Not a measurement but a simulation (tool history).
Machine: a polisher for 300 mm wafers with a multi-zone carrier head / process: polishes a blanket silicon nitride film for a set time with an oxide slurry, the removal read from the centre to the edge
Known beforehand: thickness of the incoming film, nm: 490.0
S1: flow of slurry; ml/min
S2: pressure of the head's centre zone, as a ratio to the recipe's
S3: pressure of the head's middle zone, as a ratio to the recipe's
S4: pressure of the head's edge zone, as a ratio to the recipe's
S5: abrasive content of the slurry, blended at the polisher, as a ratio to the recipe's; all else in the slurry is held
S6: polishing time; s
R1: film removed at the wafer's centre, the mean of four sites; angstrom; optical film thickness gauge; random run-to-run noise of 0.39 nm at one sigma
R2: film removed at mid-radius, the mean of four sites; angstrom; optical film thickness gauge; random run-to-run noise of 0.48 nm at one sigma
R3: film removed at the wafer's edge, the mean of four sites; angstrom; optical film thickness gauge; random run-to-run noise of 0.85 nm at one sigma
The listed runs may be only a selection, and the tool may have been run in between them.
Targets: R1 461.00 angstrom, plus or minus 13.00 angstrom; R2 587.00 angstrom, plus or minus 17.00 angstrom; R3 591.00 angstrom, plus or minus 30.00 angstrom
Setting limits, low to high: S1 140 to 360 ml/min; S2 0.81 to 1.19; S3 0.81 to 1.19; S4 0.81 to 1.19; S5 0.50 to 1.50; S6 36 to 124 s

{"run": 1, "hour": 0.0, "S1": 230, "S2": 1.0, "S3": 1.0, "S4": 1.0, "S5": 1.0, "S6": 79, "R1": 543.06, "R2": 530.85, "R3": 544.06}
{"run": 2, "hour": 3.1, "S1": 230, "S2": 1.0, "S3": 1.0, "S4": 1.0, "S5": 1.0, "S6": 59, "R1": 404.5, "R2": 400.09, "R3": 404.48}
{"run": 3, "hour": 10.5, "S1": 235, "S2": 0.96, "S3": 1.03, "S4": 1.04, "S5": 1.1, "S6": 60, "R1": 412.97, "R2": 440.6, "R3": 444.05}
{"run": 4, "hour": 14.6, "S1": 240, "S2": 0.94, "S3": 1.05, "S4": 1.07, "S5": 1.2, "S6": 60, "R1": 427.05, "R2": 464.2, "R3": 475.72}
{"run": 5, "hour": 22.1, "S1": 250, "S2": 0.92, "S3": 1.08, "S4": 1.1, "S5": 1.25, "S6": 60, "R1": 433.66, "R2": 486.75, "R3": 485.67}
{"run": 6, "hour": 26.3, "S1": 250, "S2": 0.92, "S3": 1.12, "S4": 1.1, "S5": 1.25, "S6": 60, "R1": 429.88, "R2": 504.66, "R3": 494.39}
{"run": 7, "hour": 31.6, "S1": 245, "S2": 0.9, "S3": 1.13, "S4": 1.12, "S5": 1.3, "S6": 61, "R1": 433.38, "R2": 514.9, "R3": 512.38}
{"run": 8, "hour": 35.3, "S1": 250, "S2": 0.89, "S3": 1.14, "S4": 1.14, "S5": 1.35, "S6": 61, "R1": 443.11, "R2": 533.68, "R3": 529.07}
{"run": 9, "hour": 39.1, "S1": 280, "S2": 0.82, "S3": 1.15, "S4": 1.19, "S5": 1.5, "S6": 62, "R1": 443.1, "R2": 573.08, "R3": 571.67}

Below are 5 possible settings for the next run. Only one of them brings all results inside the allowed miss of their targets. Which is it?
{"run": "A", "hour": 42.9, "S1": 270, "S2": 0.93, "S3": 1.15, "S4": 1.19, "S5": 1.5, "S6": 63, "R1": "?", "R2": "?", "R3": "?"}
{"run": "B", "hour": 42.9, "S1": 280, "S2": 0.81, "S3": 1.08, "S4": 1.19, "S5": 1.5, "S6": 71, "R1": "?", "R2": "?", "R3": "?"}
{"run": "C", "hour": 42.9, "S1": 260, "S2": 0.85, "S3": 1.15, "S4": 1.19, "S5": 1.35, "S6": 66, "R1": "?", "R2": "?", "R3": "?"}
{"run": "D", "hour": 42.9, "S1": 310, "S2": 0.81, "S3": 1.19, "S4": 1.12, "S5": 1.5, "S6": 61, "R1": "?", "R2": "?", "R3": "?"}
{"run": "E", "hour": 42.9, "S1": 265, "S2": 0.92, "S3": 1.13, "S4": 1.16, "S5": 1.5, "S6": 64, "R1": "?", "R2": "?", "R3": "?"}

move=A R1=495.08 R2=584.92 R3=579.52
move=B R1=492.90 R2=632.98 R3=655.29
move=C R1=454.82 R2=584.34 R3=579.24
move=D R1=428.00 R2=588.12 R3=548.69
move=E R1=496.89 R2=585.81 R3=580.27
A: pushes the last run's worst result past its target
B: pushes the last run's worst result past its target
C: all results land within tolerance of their targets
D: misses by more than the last run did
E: pushes the last run's worst result past its target
C is the move that brings every result within its allowed miss.
